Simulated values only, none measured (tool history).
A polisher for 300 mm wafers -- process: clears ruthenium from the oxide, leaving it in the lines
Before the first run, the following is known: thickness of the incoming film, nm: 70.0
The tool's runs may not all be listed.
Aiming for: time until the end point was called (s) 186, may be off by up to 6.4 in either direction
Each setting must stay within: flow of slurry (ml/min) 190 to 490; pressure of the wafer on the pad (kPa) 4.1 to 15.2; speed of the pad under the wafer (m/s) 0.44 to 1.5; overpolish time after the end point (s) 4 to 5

| run | hour | flow of slurry (ml/min) | pressure of the wafer on the pad (kPa) | speed of the pad under the wafer (m/s) | overpolish time after the end point (s) | time until the end point was called (s) |
|---|---|---|---|---|---|---|
| 1 | 0 | 315 | 9.7 | 0.96 | 5 | 89.559 |
| 2 | 1.5 | 315 | 8.3 | 0.92 | 5 | 108.92 |
| 3 | 6.6 | 315 | 6.2 | 0.92 | 5 | 142.77 |
| 4 | 7.8 | 315 | 5.5 | 0.92 | 5 | 162.32 |
| 5 | 10 | 280 | 5.5 | 0.92 | 5 | 163.8 |
| 6 | 12.7 | 270 | 5.5 | 0.92 | 5 | 159.75 |
|  | 13.3 | worn pad replaced by a new one |
| 7 | 13.3 | 270 | 4.8 | 0.92 | 5 | 170.22 |
| 8 | 21.3 | 270 | 4.1 | 0.92 | 5 | 194.96 |
| 9 | 29.5 | 270 | 4.1 | 0.92 | 5 | 197.02 |
| 10 | 36.8 | 270 | 4.8 | 0.92 | 5 | 172.97 |

Exercise: of the 5 proposed moves below, exactly one satisfies all targets within the stated allowed misses. Which move is it?
| A | 44.1 | 375 | 4.1 | 1.04 | 4 | ? |
| B | 44.1 | 235 | 4.8 | 0.84 | 5 | ? |
| C | 44.1 | 235 | 4.8 | 1 | 5 | ? |
| D | 44.1 | 230 | 6.2 | 0.8 | 5 | ? |
| E | 44.1 | 290 | 4.8 | 0.78 | 4 | ? |

| move | time until the end point was called (s) |
|---|---|
| A | 172.06 |
| B | 188.38 |
| C | 159.1 |
| D | 155.81 |
| E | 199.69 |
A: moves away from the targets compared with the last run
B: meets every target
C: moves away from the targets compared with the last run
D: moves away from the targets compared with the last run
E: takes the biggest miss from the last run beyond its target
So the answer is move B, the one that meets all the targets.
